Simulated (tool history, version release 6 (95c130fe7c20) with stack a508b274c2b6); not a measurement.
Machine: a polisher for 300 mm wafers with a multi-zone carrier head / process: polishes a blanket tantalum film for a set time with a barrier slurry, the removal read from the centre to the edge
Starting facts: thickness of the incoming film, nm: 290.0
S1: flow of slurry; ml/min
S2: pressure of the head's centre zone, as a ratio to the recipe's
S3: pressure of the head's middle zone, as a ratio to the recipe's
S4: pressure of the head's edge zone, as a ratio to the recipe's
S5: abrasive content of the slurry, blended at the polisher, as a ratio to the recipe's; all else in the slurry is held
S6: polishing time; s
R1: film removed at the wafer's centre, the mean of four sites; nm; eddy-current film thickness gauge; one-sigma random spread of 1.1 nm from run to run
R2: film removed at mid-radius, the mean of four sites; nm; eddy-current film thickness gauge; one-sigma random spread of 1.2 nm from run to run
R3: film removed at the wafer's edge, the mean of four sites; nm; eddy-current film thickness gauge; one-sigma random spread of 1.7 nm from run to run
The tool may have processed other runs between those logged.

{"run": 1, "day": 0.0, "S1": 205, "S2": 1.0, "S3": 1.0, "S4": 1.0, "S5": 1.0, "S6": 47, "R1": 83.067, "R2": 81.127, "R3": 86.379}
{"run": 2, "day": 0.204, "S1": 205, "S2": 1.0, "S3": 0.97, "S4": 1.0, "S5": 1.0, "S6": 47, "R1": 83.739, "R2": 79.468, "R3": 85.449}
{"run": 3, "day": 0.292, "S1": 205, "S2": 1.0, "S3": 0.9, "S4": 1.0, "S5": 1.0, "S6": 47, "R1": 84.362, "R2": 75.092, "R3": 83.521}
{"run": 4, "day": 0.629, "S1": 205, "S2": 1.0, "S3": 0.9, "S4": 0.96, "S5": 1.0, "S6": 47, "R1": 84.621, "R2": 77.046, "R3": 83.099}
{"run": 5, "day": 0.746, "S1": 205, "S2": 1.0, "S3": 0.91, "S4": 0.98, "S5": 1.05, "S6": 48, "R1": 88.056, "R2": 80.338, "R3": 87.27}
{"run": 6, "day": 1.038, "S1": 205, "S2": 1.0, "S3": 0.91, "S4": 0.98, "S5": 1.05, "S6": 42, "R1": 75.679, "R2": 69.712, "R3": 77.259}

Forecast run 7:
{"run": 7, "day": 1.292, "S1": 205, "S2": 1.01, "S3": 0.92, "S4": 1.0, "S5": 1.1, "S6": 43, "R1": "?", "R2": "?", "R3": "?"}

R1: 79.737 nm
R2: 73.971 nm
R3: 79.796 nm
